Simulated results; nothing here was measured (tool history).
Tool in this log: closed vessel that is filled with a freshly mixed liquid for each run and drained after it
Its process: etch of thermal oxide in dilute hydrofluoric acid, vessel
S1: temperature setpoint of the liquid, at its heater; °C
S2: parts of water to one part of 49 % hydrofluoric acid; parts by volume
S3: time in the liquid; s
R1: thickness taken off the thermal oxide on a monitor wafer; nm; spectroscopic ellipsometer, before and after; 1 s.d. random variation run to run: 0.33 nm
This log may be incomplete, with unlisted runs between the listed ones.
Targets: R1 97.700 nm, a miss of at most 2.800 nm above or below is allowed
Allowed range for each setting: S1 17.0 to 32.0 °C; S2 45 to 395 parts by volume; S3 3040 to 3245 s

run    day    S1   S2    S3      R1
  1  0.000  24.0  220  3040  51.329
  2  0.138  25.5  205  3040  58.859
  3  0.396  26.5  195  3040  65.489
  4  0.504  27.5  190  3040  69.737
  5  0.738  28.5  185  3040  74.587
  6  1.004  26.0  185  3040  68.207
  7  1.250  27.0  180  3040  72.492
  8  1.358  28.0  175  3040  78.360
  9  1.662  28.5  170  3040  82.462
 10  2.004  29.0  170  3040  83.634
 11  2.071  29.5  170  3040  85.750
 12  2.342  30.0  170  3040  86.485
 13  2.596  30.5  170  3040  88.360
 14  2.996  31.0  170  3040  90.452

Which one of the following 4 next-run settings gets every result inside its allowed miss? There is exactly one.
  A  3.396  29.0  140  3050   ?
  B  3.396  27.0  140  3230   ?
  C  3.396  30.5  150  3040   ?
  D  3.396  31.5  170  3245   ?

move       R1
   A  106.860
   B  105.090
   C  103.580
   D   98.428
A: takes the biggest miss from the last run beyond its target
B: takes the biggest miss from the last run beyond its target
C: takes the biggest miss from the last run beyond its target
D: all results in spec
The right move is D.
